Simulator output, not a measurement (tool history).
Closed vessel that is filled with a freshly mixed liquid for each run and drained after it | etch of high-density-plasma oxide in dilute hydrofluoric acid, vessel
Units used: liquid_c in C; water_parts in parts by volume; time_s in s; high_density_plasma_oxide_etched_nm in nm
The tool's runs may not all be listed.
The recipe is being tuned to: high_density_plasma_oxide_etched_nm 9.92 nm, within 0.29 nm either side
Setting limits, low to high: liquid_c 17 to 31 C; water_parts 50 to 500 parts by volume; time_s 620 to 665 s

run,hour,liquid_c,water_parts,time_s,high_density_plasma_oxide_etched_nm
1,0,23,275,620,11.247
2,6.6,22.5,275,620,11.231
3,11.6,22.5,200,620,16.722
4,19.9,24,200,620,17.704
5,23.7,24,140,620,26.74
6,25.6,24,140,620,26.973
7,32.4,22.5,165,620,20.542
8,37.2,21.5,180,620,18.289
9,38.3,20.5,195,620,15.751
10,41.6,20,205,620,14.572
11,49.4,19.5,215,620,13.464
12,54.4,17,270,620,9.3289
13,58.2,17.5,270,620,9.399

Which one of the following 5 next-run settings gets every result inside its allowed miss? There is exactly one.
A,62,24.5,335,665,?
B,62,17,280,645,?
C,62,18,280,625,?
D,62,17,285,650,?
E,62,19,295,620,?

move,high_density_plasma_oxide_etched_nm
A,9.7806
B,9.1027
C,9.1624
D,8.9742
E,8.8395
A: all results in spec
B: its largest miss is bigger than the last run's
C: its largest miss is bigger than the last run's
D: its largest miss is bigger than the last run's
E: its largest miss is bigger than the last run's
So the answer is move A, the one that meets all the targets.

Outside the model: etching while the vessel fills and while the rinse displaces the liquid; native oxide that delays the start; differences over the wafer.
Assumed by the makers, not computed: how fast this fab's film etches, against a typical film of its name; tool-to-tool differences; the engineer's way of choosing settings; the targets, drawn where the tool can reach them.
